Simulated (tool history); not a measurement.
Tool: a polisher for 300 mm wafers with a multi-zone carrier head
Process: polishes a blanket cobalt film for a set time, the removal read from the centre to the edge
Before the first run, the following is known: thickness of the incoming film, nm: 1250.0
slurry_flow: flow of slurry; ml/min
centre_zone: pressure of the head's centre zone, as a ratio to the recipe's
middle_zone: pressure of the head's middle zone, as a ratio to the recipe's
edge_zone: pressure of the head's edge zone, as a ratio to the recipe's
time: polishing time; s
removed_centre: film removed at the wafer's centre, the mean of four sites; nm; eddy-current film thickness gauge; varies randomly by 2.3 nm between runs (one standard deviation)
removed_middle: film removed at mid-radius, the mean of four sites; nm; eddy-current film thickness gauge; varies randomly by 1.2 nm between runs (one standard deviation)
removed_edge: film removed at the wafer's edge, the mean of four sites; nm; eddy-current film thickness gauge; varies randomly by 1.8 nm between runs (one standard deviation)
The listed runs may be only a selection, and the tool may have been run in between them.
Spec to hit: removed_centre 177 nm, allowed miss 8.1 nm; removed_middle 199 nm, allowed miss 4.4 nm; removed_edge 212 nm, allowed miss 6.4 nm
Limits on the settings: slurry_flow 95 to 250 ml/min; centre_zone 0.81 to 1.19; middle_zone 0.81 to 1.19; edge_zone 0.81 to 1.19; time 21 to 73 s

run,hour,slurry_flow,centre_zone,middle_zone,edge_zone,time,removed_centre,removed_middle,removed_edge
1,0,160,1,1,1,47,288.77,301.72,292.45
2,6.3,145,0.95,0.96,0.97,44,252.27,269.89,272.75
3,13.7,145,0.89,0.96,0.97,44,249.89,267.55,271.87
4,18.1,145,0.89,1.02,0.97,44,246.28,284.28,273.42
5,24.2,135,0.87,0.99,0.96,41,221.1,253.84,251.56
6,28.3,135,0.87,0.99,0.96,46,247.02,288.23,275.41
7,31.9,125,0.85,0.96,0.95,43,227.42,258.62,257.17
8,39,115,0.84,0.95,0.95,40,206.33,232.77,237.04
9,42.4,110,0.83,0.94,0.96,39,194.51,224.97,233.41
# hour 44.3: worn pad replaced by a new one
10,44.3,105,0.83,0.93,0.95,38,206.94,237.68,252.05
11,47.5,130,0.82,0.94,0.98,37,206.79,242.15,255.23
12,53.3,120,0.82,0.93,0.96,36,197.99,228.44,239.24
13,62.3,120,0.82,0.93,0.96,36,202.24,229.62,238.63
14,66.7,115,0.82,0.93,0.96,34,187.38,216.48,226.4
15,72.5,110,0.82,0.92,0.95,34,185.59,209.21,221.58
16,74.8,105,0.82,0.92,0.95,34,183.07,208.72,224.37
17,77.3,100,0.83,0.92,0.94,34,189.38,206.94,216.19

Below are 4 possible settings for the next run. Only one of them brings all results inside the allowed miss of their targets. Which is it?
A,79.8,105,0.93,0.97,0.81,33,?,?,?
B,79.8,95,0.87,1.04,0.85,32,?,?,?
C,79.8,100,0.86,0.95,0.87,32,?,?,?
D,79.8,95,0.84,0.92,0.96,33,?,?,?

move,removed_centre,removed_middle,removed_edge
A,200.1,212.32,196.29
B,180.47,214.65,191.93
C,180.57,200.67,195.38
D,180.89,199.66,209.65
A: moves away from the targets compared with the last run
B: moves away from the targets compared with the last run
C: brings the result that was furthest off to its target, and leaves another outside
D: every result lands within tolerance
The move that meets every target is D.
